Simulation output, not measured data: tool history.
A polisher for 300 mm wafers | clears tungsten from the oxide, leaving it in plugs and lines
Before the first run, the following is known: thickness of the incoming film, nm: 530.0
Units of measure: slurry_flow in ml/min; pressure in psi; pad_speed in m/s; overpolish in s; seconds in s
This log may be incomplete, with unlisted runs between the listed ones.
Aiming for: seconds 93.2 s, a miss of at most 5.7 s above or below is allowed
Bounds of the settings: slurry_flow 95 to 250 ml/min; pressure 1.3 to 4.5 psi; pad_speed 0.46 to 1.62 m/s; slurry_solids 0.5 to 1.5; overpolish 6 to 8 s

| run | day | slurry_flow | pressure | pad_speed | slurry_solids | overpolish | seconds |
|---|---|---|---|---|---|---|---|
| 1 | 0 | 160 | 2.9 | 1.04 | 1 | 8 | 159.67 |
| 2 | 0.262 | 160 | 3.2 | 1.06 | 1 | 8 | 144.09 |
| 3 | 0.288 | 160 | 3.5 | 1.08 | 1 | 8 | 130.38 |
| 4 | 0.35 | 160 | 3.7 | 1.1 | 1 | 8 | 121.09 |
| 5 | 0.542 | 160 | 3.7 | 1.1 | 1 | 8 | 120.12 |
| 6 | 0.608 | 160 | 3.9 | 1.1 | 1 | 8 | 115.02 |
| 7 | 0.738 | 160 | 4 | 1.12 | 1 | 8 | 107.09 |
| 8 | 0.908 | 160 | 4.1 | 1.12 | 1 | 8 | 105.87 |

Which one of the following 4 next-run settings gets every result inside its allowed miss? There is exactly one.
| A | 1.079 | 155 | 3.3 | 1.18 | 1 | 6 | ? |
| B | 1.079 | 125 | 4.4 | 0.92 | 1.3 | 8 | ? |
| C | 1.079 | 190 | 4.5 | 1.06 | 1.35 | 6 | ? |
| D | 1.079 | 175 | 3.9 | 1.18 | 1.05 | 7 | ? |

| move | seconds |
|---|---|
| A | 125.88 |
| B | 118.98 |
| C | 92.966 |
| D | 103.55 |
A: moves away from the targets compared with the last run
B: moves away from the targets compared with the last run
C: meets every target
D: nearer the targets than the last run, but a result is still out of spec
The move that meets every target is C.

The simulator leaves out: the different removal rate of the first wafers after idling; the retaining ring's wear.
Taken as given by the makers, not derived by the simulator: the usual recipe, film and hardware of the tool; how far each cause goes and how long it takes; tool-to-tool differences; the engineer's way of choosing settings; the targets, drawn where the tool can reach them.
